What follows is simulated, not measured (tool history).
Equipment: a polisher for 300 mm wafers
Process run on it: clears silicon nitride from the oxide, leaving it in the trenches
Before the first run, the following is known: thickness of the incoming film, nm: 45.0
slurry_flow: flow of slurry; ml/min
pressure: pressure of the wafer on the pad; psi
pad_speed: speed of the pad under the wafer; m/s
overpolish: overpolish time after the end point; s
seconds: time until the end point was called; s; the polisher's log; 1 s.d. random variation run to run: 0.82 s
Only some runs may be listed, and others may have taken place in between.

{"run": 1, "hour": 0.0, "slurry_flow": 235, "pressure": 1.7, "pad_speed": 1.04, "overpolish": 43, "seconds": 95.076}
{"run": 2, "hour": 3.7, "slurry_flow": 235, "pressure": 2.0, "pad_speed": 1.04, "overpolish": 43, "seconds": 80.934}
{"run": 3, "hour": 9.8, "slurry_flow": 235, "pressure": 2.1, "pad_speed": 1.04, "overpolish": 43, "seconds": 79.14}
{"run": 4, "hour": 15.4, "slurry_flow": 265, "pressure": 2.1, "pad_speed": 1.04, "overpolish": 43, "seconds": 77.19}
{"run": 5, "hour": 18.2, "slurry_flow": 265, "pressure": 2.2, "pad_speed": 1.04, "overpolish": 43, "seconds": 74.967}
{"run": 6, "hour": 22.2, "slurry_flow": 235, "pressure": 2.2, "pad_speed": 1.04, "overpolish": 43, "seconds": 74.787}
{"run": 7, "hour": 31.0, "slurry_flow": 235, "pressure": 2.2, "pad_speed": 1.04, "overpolish": 43, "seconds": 73.755}

Forecast run 8:
{"run": 8, "hour": 36.8, "slurry_flow": 235, "pressure": 2.3, "pad_speed": 1.04, "overpolish": 43, "seconds": "?"}

seconds: 71.791 s
